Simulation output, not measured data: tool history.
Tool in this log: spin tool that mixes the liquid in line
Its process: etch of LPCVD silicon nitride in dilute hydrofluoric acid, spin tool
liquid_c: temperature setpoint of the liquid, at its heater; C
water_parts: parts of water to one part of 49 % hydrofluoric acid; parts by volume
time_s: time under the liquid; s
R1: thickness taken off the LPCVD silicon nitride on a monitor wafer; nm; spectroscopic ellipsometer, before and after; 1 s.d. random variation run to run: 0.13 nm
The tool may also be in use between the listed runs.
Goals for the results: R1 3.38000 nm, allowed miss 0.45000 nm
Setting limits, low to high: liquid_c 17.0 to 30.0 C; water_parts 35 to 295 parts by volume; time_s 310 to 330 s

{"run": 1, "hour": 0.0, "liquid_c": 22.0, "water_parts": 165, "time_s": 310, "R1": 0.84036}
{"run": 2, "hour": 6.9, "liquid_c": 25.0, "water_parts": 165, "time_s": 310, "R1": 1.1036}
{"run": 3, "hour": 12.9, "liquid_c": 25.0, "water_parts": 165, "time_s": 310, "R1": 1.1673}
{"run": 4, "hour": 18.7, "liquid_c": 25.0, "water_parts": 165, "time_s": 330, "R1": 1.1958}
{"run": 5, "hour": 22.2, "liquid_c": 26.0, "water_parts": 145, "time_s": 330, "R1": 1.3021}
{"run": 6, "hour": 24.7, "liquid_c": 27.0, "water_parts": 120, "time_s": 330, "R1": 1.8669}
{"run": 7, "hour": 30.2, "liquid_c": 27.5, "water_parts": 110, "time_s": 330, "R1": 2.165}
{"run": 8, "hour": 35.2, "liquid_c": 28.0, "water_parts": 100, "time_s": 330, "R1": 2.2266}
{"run": 9, "hour": 43.8, "liquid_c": 28.0, "water_parts": 100, "time_s": 330, "R1": 2.4839}
{"run": 10, "hour": 50.6, "liquid_c": 28.5, "water_parts": 95, "time_s": 330, "R1": 2.5155}
{"run": 11, "hour": 54.9, "liquid_c": 30.0, "water_parts": 45, "time_s": 330, "R1": 5.7005}
{"run": 12, "hour": 56.1, "liquid_c": 29.0, "water_parts": 50, "time_s": 330, "R1": 5.1102}
{"run": 13, "hour": 58.1, "liquid_c": 29.0, "water_parts": 55, "time_s": 330, "R1": 4.2495}

Exactly one of the 4 candidate moves below puts every result within its allowed miss. Which one?
{"run": "A", "hour": 60.1, "liquid_c": 27.5, "water_parts": 45, "time_s": 325, "R1": "?"}
{"run": "B", "hour": 60.1, "liquid_c": 26.5, "water_parts": 40, "time_s": 325, "R1": "?"}
{"run": "C", "hour": 60.1, "liquid_c": 29.5, "water_parts": 45, "time_s": 310, "R1": "?"}
{"run": "D", "hour": 60.1, "liquid_c": 27.0, "water_parts": 60, "time_s": 320, "R1": "?"}

move=A R1=4.93450
move=B R1=5.18340
move=C R1=5.36450
move=D R1=3.54130
A: further off than the last run
B: further off than the last run
C: further off than the last run
D: all results land within tolerance of their targets
D meets every target.
